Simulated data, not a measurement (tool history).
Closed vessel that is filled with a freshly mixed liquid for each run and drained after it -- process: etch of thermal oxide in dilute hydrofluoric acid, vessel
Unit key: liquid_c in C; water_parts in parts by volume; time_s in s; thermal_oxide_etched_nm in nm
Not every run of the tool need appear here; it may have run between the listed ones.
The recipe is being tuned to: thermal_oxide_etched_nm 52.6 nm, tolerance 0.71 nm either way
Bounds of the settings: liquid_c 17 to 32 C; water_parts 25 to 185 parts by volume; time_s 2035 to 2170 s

run  hour  liquid_c  water_parts  time_s  thermal_oxide_etched_nm
  1     0        24          105    2035                   88.115
  2   5.2        24          105    2170                   93.142
  3  13.9        24          120    2170                   80.485
  4  22.2        24          120    2170                    80.23
  5  23.2        24          140    2170                   67.373
  6  26.7        24          140    2170                   67.531
  7  30.1      22.5          140    2170                   63.041
     31.2  -- thermometer replaced
  8  31.2      21.5          140    2170                   66.019
  9  37.9        21          145    2170                   62.275
 10  38.9        17          150    2170                   51.104

Which of these 5 next moves meets every target?
  A  39.9        18          160    2110                        ?
  B  39.9        21          165    2110                        ?
  C  39.9        18          160    2165                        ?
  D  39.9      17.5          155    2170                        ?
  E  39.9        17          150    2070                        ?

move  thermal_oxide_etched_nm
   A                   48.129
   B                   52.307
   C                   49.384
   D                   50.315
   E                   48.831
A: its largest miss is bigger than the last run's
B: all results in spec
C: its largest miss is bigger than the last run's
D: its largest miss is bigger than the last run's
E: its largest miss is bigger than the last run's
B meets every target.
